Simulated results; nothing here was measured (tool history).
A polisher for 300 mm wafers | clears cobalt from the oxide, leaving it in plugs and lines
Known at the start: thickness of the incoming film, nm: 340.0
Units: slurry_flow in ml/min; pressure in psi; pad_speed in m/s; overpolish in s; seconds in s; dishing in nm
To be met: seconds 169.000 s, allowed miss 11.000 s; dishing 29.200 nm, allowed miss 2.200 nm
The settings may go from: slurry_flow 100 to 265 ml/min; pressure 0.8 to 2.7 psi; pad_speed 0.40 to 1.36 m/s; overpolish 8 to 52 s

run 1 hour=0.0 | slurry_flow=170 pressure=1.7 pad_speed=0.88 overpolish=26 | seconds=102.720 dishing=37.622
run 2 hour=1.7 | slurry_flow=125 pressure=1.7 pad_speed=0.88 overpolish=26 | seconds=109.650 dishing=34.904
run 3 hour=7.4 | slurry_flow=125 pressure=2.1 pad_speed=0.88 overpolish=26 | seconds=89.337 dishing=37.812
run 4 hour=13.5 | slurry_flow=125 pressure=2.1 pad_speed=0.88 overpolish=19 | seconds=91.815 dishing=33.828
run 5 hour=22.0 | slurry_flow=105 pressure=2.1 pad_speed=0.88 overpolish=19 | seconds=96.202 dishing=34.672
run 6 hour=28.1 | slurry_flow=125 pressure=2.1 pad_speed=0.88 overpolish=19 | seconds=91.184 dishing=32.481
run 7 hour=30.7 | slurry_flow=120 pressure=1.8 pad_speed=0.86 overpolish=19 | seconds=106.230 dishing=31.156
run 8 hour=38.7 | slurry_flow=120 pressure=1.6 pad_speed=0.84 overpolish=22 | seconds=126.630 dishing=30.844
run 9 hour=40.3 | slurry_flow=120 pressure=1.5 pad_speed=0.84 overpolish=23 | seconds=132.610 dishing=32.652
run 10 hour=47.9 | slurry_flow=120 pressure=1.4 pad_speed=0.84 overpolish=22 | seconds=140.510 dishing=29.280
-- hour=52.0 worn pad replaced by a new one
run 11 hour=52.0 | slurry_flow=120 pressure=1.1 pad_speed=0.78 overpolish=30 | seconds=180.530 dishing=32.191
run 12 hour=53.5 | slurry_flow=120 pressure=1.1 pad_speed=0.78 overpolish=28 | seconds=178.890 dishing=28.491

4 next moves are on the table. One of them brings every result within its allowed miss. Which?
run A hour=55.0 | slurry_flow=130 pressure=0.9 pad_speed=0.86 overpolish=22 | seconds=? dishing=?
run B hour=55.0 | slurry_flow=105 pressure=1.0 pad_speed=0.90 overpolish=19 | seconds=? dishing=?
run C hour=55.0 | slurry_flow=115 pressure=1.1 pad_speed=0.84 overpolish=25 | seconds=? dishing=?
run D hour=55.0 | slurry_flow=100 pressure=1.0 pad_speed=0.80 overpolish=30 | seconds=? dishing=?

move=A seconds=198.230 dishing=24.012
move=B seconds=181.670 dishing=23.046
move=C seconds=172.620 dishing=28.179
move=D seconds=205.980 dishing=28.330
A: further off than the last run
B: further off than the last run
C: meets every target
D: further off than the last run
Move C is the one to make.
